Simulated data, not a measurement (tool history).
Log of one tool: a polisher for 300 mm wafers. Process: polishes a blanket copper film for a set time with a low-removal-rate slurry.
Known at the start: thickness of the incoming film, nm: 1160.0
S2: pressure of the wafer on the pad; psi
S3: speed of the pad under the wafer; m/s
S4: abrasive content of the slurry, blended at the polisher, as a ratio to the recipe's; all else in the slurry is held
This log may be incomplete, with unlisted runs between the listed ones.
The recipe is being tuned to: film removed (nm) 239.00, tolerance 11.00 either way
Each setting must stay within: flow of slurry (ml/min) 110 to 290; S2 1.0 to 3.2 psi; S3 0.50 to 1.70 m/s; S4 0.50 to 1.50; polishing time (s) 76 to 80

Run 1, hour 0.0: flow of slurry (ml/min) 185, S2 2.1 psi, S3 1.10 m/s, S4 1.00, polishing time (s) 76. Result: film removed (nm) 169.50.
Run 2, hour 4.2: flow of slurry (ml/min) 215, S2 2.1 psi, S3 1.10 m/s, S4 1.00, polishing time (s) 76. Result: film removed (nm) 171.60.
Run 3, hour 8.2: flow of slurry (ml/min) 215, S2 2.2 psi, S3 1.10 m/s, S4 1.00, polishing time (s) 76. Result: film removed (nm) 178.96.
Run 4, hour 16.3: flow of slurry (ml/min) 215, S2 2.2 psi, S3 1.10 m/s, S4 1.00, polishing time (s) 76. Result: film removed (nm) 181.92.
Run 5, hour 17.6: flow of slurry (ml/min) 215, S2 2.3 psi, S3 1.10 m/s, S4 1.00, polishing time (s) 76. Result: film removed (nm) 188.29.
Run 6, hour 21.2: flow of slurry (ml/min) 215, S2 2.4 psi, S3 1.10 m/s, S4 1.00, polishing time (s) 76. Result: film removed (nm) 196.70.
Run 7, hour 25.9: flow of slurry (ml/min) 215, S2 2.5 psi, S3 1.10 m/s, S4 1.00, polishing time (s) 76. Result: film removed (nm) 202.43.
Run 8, hour 32.1: flow of slurry (ml/min) 215, S2 2.6 psi, S3 1.10 m/s, S4 1.00, polishing time (s) 76. Result: film removed (nm) 207.50.

Which of these 5 next moves meets every target?
Run A, hour 38.3: flow of slurry (ml/min) 265, S2 2.3 psi, S3 0.96 m/s, S4 1.20, polishing time (s) 76. Result: film removed (nm) ?.
Run B, hour 38.3: flow of slurry (ml/min) 225, S2 2.3 psi, S3 1.06 m/s, S4 0.85, polishing time (s) 76. Result: film removed (nm) ?.
Run C, hour 38.3: flow of slurry (ml/min) 220, S2 2.6 psi, S3 0.96 m/s, S4 1.10, polishing time (s) 80. Result: film removed (nm) ?.
Run D, hour 38.3: flow of slurry (ml/min) 215, S2 2.8 psi, S3 1.22 m/s, S4 1.05, polishing time (s) 80. Result: film removed (nm) ?.
Run E, hour 38.3: flow of slurry (ml/min) 240, S2 2.2 psi, S3 1.28 m/s, S4 1.20, polishing time (s) 80. Result: film removed (nm) ?.

move  film removed (nm)
   A             183.29
   B             176.63
   C             205.51
   D             270.81
   E             240.33
A: moves away from the targets compared with the last run
B: moves away from the targets compared with the last run
C: moves away from the targets compared with the last run
D: pushes the last run's worst result past its target
E: all results in spec
Move E is the one to make.
